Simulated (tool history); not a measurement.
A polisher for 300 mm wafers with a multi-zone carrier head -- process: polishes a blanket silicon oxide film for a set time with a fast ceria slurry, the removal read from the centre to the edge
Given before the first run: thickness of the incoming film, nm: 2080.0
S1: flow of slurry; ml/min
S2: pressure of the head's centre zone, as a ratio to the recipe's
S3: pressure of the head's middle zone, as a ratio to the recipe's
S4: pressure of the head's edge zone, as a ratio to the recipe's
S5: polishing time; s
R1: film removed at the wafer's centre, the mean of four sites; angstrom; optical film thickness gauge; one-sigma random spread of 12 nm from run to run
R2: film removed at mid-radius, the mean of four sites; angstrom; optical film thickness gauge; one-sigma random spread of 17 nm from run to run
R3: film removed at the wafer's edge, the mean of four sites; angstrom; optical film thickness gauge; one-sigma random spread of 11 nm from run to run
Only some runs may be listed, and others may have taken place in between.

run 1 hour=0.0 | S1=255 S2=1.00 S3=1.00 S4=1.00 S5=39 | R1=8024.4 R2=7869.8 R3=8435.2
run 2 hour=7.5 | S1=255 S2=1.00 S3=1.08 S4=1.00 S5=39 | R1=8018.7 R2=8496.8 R3=8283.7
run 3 hour=8.4 | S1=255 S2=1.06 S3=1.08 S4=1.00 S5=39 | R1=8629.2 R2=8678.4 R3=8356.5
run 4 hour=9.6 | S1=255 S2=1.06 S3=1.08 S4=1.00 S5=43 | R1=9477.3 R2=9328.7 R3=9124.8
run 5 hour=17.2 | S1=255 S2=1.06 S3=1.08 S4=1.00 S5=35 | R1=7774.7 R2=7753.6 R3=7439.5
run 6 hour=22.5 | S1=255 S2=1.06 S3=1.14 S4=1.00 S5=35 | R1=7660.9 R2=8028.2 R3=7474.6

What will run 7 give?
run 7 hour=25.4 | S1=260 S2=1.07 S3=1.10 S4=1.04 S5=39 | R1=? R2=? R3=?

{"run 7": {"R1": 8862.2, "R2": 8879.1, "R3": 8426.4}}
